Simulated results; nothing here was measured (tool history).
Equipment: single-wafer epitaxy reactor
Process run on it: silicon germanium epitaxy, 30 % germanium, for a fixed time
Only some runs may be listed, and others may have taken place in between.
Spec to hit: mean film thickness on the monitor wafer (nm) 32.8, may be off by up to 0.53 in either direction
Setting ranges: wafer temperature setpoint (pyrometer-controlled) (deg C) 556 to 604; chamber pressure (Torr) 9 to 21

run,day,wafer temperature setpoint (pyrometer-controlled) (deg C),chamber pressure (Torr),mean film thickness on the monitor wafer (nm)
1,0,580,15,37.303
2,0.196,580,17.5,38.306
3,0.308,577,17.5,36.417
4,0.342,577,18.9,37.829
5,0.5,577,21,38.706
6,0.579,581,21,41.635
7,0.671,576,20.9,38.134
8,0.821,573,20.9,36.203

Below are 4 possible settings for the next run. Only one of them brings all results inside the allowed miss of their targets. Which is it?
A,0.971,570,18.5,?
B,0.971,569,21,?
C,0.971,579,21,?
D,0.971,581,20.6,?

move,mean film thickness on the monitor wafer (nm)
A,32.717
B,33.444
C,39.915
D,41.082
A: in spec on every target
B: nearer than the last run, and not there yet
C: moves away from the targets compared with the last run
D: moves away from the targets compared with the last run
Go with A: it meets all targets.
